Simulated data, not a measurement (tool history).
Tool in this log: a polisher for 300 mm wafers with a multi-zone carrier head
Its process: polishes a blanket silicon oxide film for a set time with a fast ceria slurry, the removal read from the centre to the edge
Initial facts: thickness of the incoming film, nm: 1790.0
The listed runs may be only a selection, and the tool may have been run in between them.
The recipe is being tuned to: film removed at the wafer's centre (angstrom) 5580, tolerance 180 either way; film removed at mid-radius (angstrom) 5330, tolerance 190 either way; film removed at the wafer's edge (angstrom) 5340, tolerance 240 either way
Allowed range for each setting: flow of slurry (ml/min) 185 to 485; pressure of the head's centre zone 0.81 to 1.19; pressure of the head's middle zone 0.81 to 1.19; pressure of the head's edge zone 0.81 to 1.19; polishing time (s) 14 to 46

run   hour  flow of slurry (ml/min)  pressure of the head's centre zone  pressure of the head's middle zone  pressure of the head's edge zone  polishing time (s)  film removed at the wafer's centre (angstrom)  film removed at mid-radius (angstrom)  film removed at the wafer's edge (angstrom)
  1      0                      310                                   1                                   1                                 1                  30                                           6646                                 6496.1                                       6510.6
  2    4.9                      310                                0.99                                0.98                              0.97                  29                                         6468.3                                 6078.6                                       6122.5
  3   13.6                      310                                0.99                                0.98                              0.89                  29                                         6480.4                                 6162.1                                       6027.3
  4     17                      310                                0.98                                0.97                              0.88                  28                                         6041.3                                 5846.2                                       5919.5
  5   20.2                      285                                0.98                                0.97                              0.88                  28                                         6129.5                                 5937.3                                       5809.9
  6   21.7                      280                                0.98                                0.96                              0.87                  28                                         6075.2                                   5878                                       5819.8
  7   24.4                      280                                0.98                                0.96                              0.87                  27                                         5828.1                                 5524.1                                       5632.9
  8   29.4                      280                                0.98                                0.96                              0.86                  27                                         5915.8                                 5491.3                                         5500
  9   31.8                      275                                0.97                                0.96                              0.85                  27                                         5875.7                                 5609.3                                       5538.1
 10   37.2                      275                                0.97                                0.96                              0.85                  27                                         5754.2                                 5504.9                                       5444.5
 11   37.9                      270                                0.97                                0.96                              0.85                  27                                         5687.2                                 5615.5                                         5697
 12   46.6                      280                                0.97                                0.96                              0.85                  27                                         5765.1                                 5522.4                                         5526
 13   54.6                      280                                0.97                                0.96                              0.84                  27                                         5917.9                                 5596.5                                       5610.5
 14   55.9                      270                                0.97                                0.96                              0.84                  27                                         5712.3                                 5574.9                                         5472
 15   57.1                      265                                0.97                                0.95                              0.84                  27                                         5895.4                                 5582.9                                       5463.4
      60.2  -- worn pad replaced by a new one
 16   60.2                      265                                0.96                                0.95                              0.84                  27                                         6382.9                                   6126                                       6074.1
 17   67.2                      290                                0.96                                0.96                              0.84                  27                                         6497.3                                 6279.1                                       6190.8
 18   73.5                      290                                0.96                                0.96                              0.84                  27                                         6342.4                                 6325.8                                       6176.9
 19     78                      275                                0.96                                0.96                              0.84                  27                                         6461.4                                   6192                                       6181.7
 20   85.1                      265                                0.97                                0.96                              0.85                  27                                         6366.9                                 6125.7                                       6207.8
 21   92.2                      275                                0.97                                0.96                              0.86                  27                                         6409.9                                 6216.1                                       6264.9
 22   99.9                      300                                0.97                                0.96                              0.86                  26                                         6304.5                                 5923.5                                       6062.2
 23  104.4                      285                                0.95                                0.96                              0.81                  22                                         5120.8                                 5086.6                                       5008.8
 24  108.2                      300                                0.95                                0.96                              0.81                  22                                         5268.5                                 5143.7                                       5101.7
 25  113.3                      310                                0.95                                0.96                              0.81                  22                                         5202.9                                 5087.9                                       5011.3

5 next moves are on the table. One of them brings every result within its allowed miss. Which?
  A  118.4                      295                                0.91                                0.94                              0.87                  22                                              ?                                      ?                                            ?
  B  118.4                      295                                0.83                                0.95                              0.87                  24                                              ?                                      ?                                            ?
  C  118.4                      295                                 1.1                                1.09                              0.81                  21                                              ?                                      ?                                            ?
  D  118.4                      240                                0.95                                0.89                              0.82                  23                                              ?                                      ?                                            ?
  E  118.4                      325                                0.97                                0.97                              0.84                  23                                              ?                                      ?                                            ?

move  film removed at the wafer's centre (angstrom)  film removed at mid-radius (angstrom)  film removed at the wafer's edge (angstrom)
   A                                         4995.6                                 5050.8                                       5144.2
   B                                         4966.9                                   5552                                       5611.3
   C                                         5777.5                                 5337.9                                       4790.4
   D                                         5299.7                                 4960.7                                       5177.8
   E                                         5632.9                                 5447.2                                       5355.7
A: its largest miss is bigger than the last run's
B: its largest miss is bigger than the last run's
C: takes the result that was furthest off past its target
D: an improvement on the last run, though not all results are within tolerance
E: each result inside its tolerance
Go with E: it meets all targets.
